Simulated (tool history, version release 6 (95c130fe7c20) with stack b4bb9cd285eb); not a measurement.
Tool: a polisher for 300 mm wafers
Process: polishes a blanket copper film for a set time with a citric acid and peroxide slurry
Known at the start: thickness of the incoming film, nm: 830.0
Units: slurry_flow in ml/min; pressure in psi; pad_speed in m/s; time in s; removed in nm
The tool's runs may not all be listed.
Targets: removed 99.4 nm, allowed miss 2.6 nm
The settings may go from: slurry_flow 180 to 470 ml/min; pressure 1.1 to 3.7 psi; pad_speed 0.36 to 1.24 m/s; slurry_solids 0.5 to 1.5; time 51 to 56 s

Run 1, day 0: slurry_flow 300 ml/min, pressure 2.4 psi, pad_speed 0.8 m/s, slurry_solids 1, time 56 s. Result: removed 71.915 nm.
Run 2, day 0.362: slurry_flow 240 ml/min, pressure 2.4 psi, pad_speed 0.8 m/s, slurry_solids 1, time 56 s. Result: removed 70.447 nm.
Run 3, day 0.533: slurry_flow 245 ml/min, pressure 2.6 psi, pad_speed 0.8 m/s, slurry_solids 1, time 56 s. Result: removed 76.673 nm.
Run 4, day 0.675: slurry_flow 250 ml/min, pressure 2.7 psi, pad_speed 0.8 m/s, slurry_solids 1, time 56 s. Result: removed 79.829 nm.
Run 5, day 0.858: slurry_flow 250 ml/min, pressure 2.7 psi, pad_speed 0.9 m/s, slurry_solids 1, time 56 s. Result: removed 87.759 nm.
Run 6, day 0.988: slurry_flow 250 ml/min, pressure 2.7 psi, pad_speed 0.9 m/s, slurry_solids 1, time 51 s. Result: removed 80.908 nm.
Run 7, day 1.262: slurry_flow 255 ml/min, pressure 2.8 psi, pad_speed 0.9 m/s, slurry_solids 1, time 51 s. Result: removed 83.488 nm.
Run 8, day 1.638: slurry_flow 255 ml/min, pressure 2.9 psi, pad_speed 0.9 m/s, slurry_solids 1, time 51 s. Result: removed 84.771 nm.
Run 9, day 1.662: slurry_flow 255 ml/min, pressure 3 psi, pad_speed 0.9 m/s, slurry_solids 1, time 51 s. Result: removed 87.677 nm.
Run 10, day 1.942: slurry_flow 255 ml/min, pressure 3.1 psi, pad_speed 0.9 m/s, slurry_solids 1, time 51 s. Result: removed 92.432 nm.

Which of these 5 next moves meets every target?
Run A, day 2.221: slurry_flow 315 ml/min, pressure 3.1 psi, pad_speed 1.08 m/s, slurry_solids 0.65, time 55 s. Result: removed ?.
Run B, day 2.221: slurry_flow 230 ml/min, pressure 3.2 psi, pad_speed 0.94 m/s, slurry_solids 1, time 56 s. Result: removed ?.
Run C, day 2.221: slurry_flow 250 ml/min, pressure 3.1 psi, pad_speed 0.96 m/s, slurry_solids 1.05, time 52 s. Result: removed ?.
Run D, day 2.221: slurry_flow 270 ml/min, pressure 2.9 psi, pad_speed 1.02 m/s, slurry_solids 1, time 55 s. Result: removed ?.
Run E, day 2.221: slurry_flow 180 ml/min, pressure 3.6 psi, pad_speed 0.9 m/s, slurry_solids 1.3, time 51 s. Result: removed ?.

move  removed
   A   106.32
   B    105.3
   C   99.132
   D   104.12
   E   105.36
A: takes the result that was furthest off past its target
B: takes the result that was furthest off past its target
C: meets every target
D: takes the result that was furthest off past its target
E: takes the result that was furthest off past its target
Answer: C

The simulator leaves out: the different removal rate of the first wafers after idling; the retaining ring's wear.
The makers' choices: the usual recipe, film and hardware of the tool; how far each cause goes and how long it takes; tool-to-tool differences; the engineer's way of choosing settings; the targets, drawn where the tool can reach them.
